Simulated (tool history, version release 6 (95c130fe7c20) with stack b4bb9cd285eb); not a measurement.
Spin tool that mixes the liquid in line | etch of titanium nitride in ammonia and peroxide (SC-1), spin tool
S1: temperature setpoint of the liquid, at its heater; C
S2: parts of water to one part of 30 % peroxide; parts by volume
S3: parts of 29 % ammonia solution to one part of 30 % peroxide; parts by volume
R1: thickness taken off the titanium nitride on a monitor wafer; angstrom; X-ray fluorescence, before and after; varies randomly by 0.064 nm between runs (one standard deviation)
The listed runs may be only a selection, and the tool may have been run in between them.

run 1 hour=0.0 | S1=47.0 S2=14 S3=0.6 time_under_the_liquid_(s)=260 | R1=99.236
run 2 hour=5.2 | S1=47.0 S2=12 S3=0.6 time_under_the_liquid_(s)=260 | R1=107.110
run 3 hour=5.8 | S1=49.5 S2=12 S3=0.6 time_under_the_liquid_(s)=260 | R1=127.990
run 4 hour=11.3 | S1=49.5 S2=9 S3=0.6 time_under_the_liquid_(s)=260 | R1=148.740
run 5 hour=13.5 | S1=44.5 S2=9 S3=0.6 time_under_the_liquid_(s)=260 | R1=103.860
run 6 hour=21.9 | S1=44.5 S2=12 S3=0.6 time_under_the_liquid_(s)=260 | R1=89.627

Estimate the outcome of run 7 from the log above:
run 7 hour=25.7 | S1=47.5 S2=12 S3=0.6 time_under_the_liquid_(s)=260 | R1=?

R1: 111.550 angstrom

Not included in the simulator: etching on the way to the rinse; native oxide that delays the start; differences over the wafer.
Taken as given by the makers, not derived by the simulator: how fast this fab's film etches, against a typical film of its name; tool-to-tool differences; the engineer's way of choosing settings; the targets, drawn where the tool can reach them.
